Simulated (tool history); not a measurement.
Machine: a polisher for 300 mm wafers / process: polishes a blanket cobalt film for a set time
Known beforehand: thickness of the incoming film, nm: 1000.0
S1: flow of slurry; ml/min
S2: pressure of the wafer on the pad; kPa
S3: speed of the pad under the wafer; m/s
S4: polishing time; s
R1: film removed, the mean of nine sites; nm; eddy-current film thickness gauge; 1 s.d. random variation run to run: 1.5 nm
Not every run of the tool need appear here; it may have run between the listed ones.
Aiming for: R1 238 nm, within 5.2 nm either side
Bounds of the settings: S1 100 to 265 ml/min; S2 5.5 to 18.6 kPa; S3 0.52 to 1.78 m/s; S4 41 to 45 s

run,day,S1,S2,S3,S4,R1
1,0,170,11.7,1.14,45,202.82
2,0.379,185,12.4,1.14,45,216.05
3,0.7,185,12.4,1.14,45,218.71
4,1.071,185,11,1.14,45,195.55
5,1.312,220,11,1.14,45,200.11
6,1.679,225,11.7,1.14,45,208.52
7,1.825,225,12.4,1.14,45,223.34
8,2.067,225,12.4,1.14,45,222.33

Exactly one of the 5 candidate moves below puts every result within its allowed miss. Which one?
A,2.308,200,13.8,1.12,42,?
B,2.308,245,13.8,1.24,43,?
C,2.308,260,11,1.4,44,?
D,2.308,210,13.1,1.34,42,?
E,2.308,200,15.9,1,41,?

move,R1
A,224.57
B,258.2
C,238.97
D,252.65
E,227.26
A: better than the last run, though not everything is in spec
B: carries the result that was furthest off beyond its target, to the other side
C: all results in spec
D: carries the result that was furthest off beyond its target, to the other side
E: better than the last run, though not everything is in spec
Answer: C
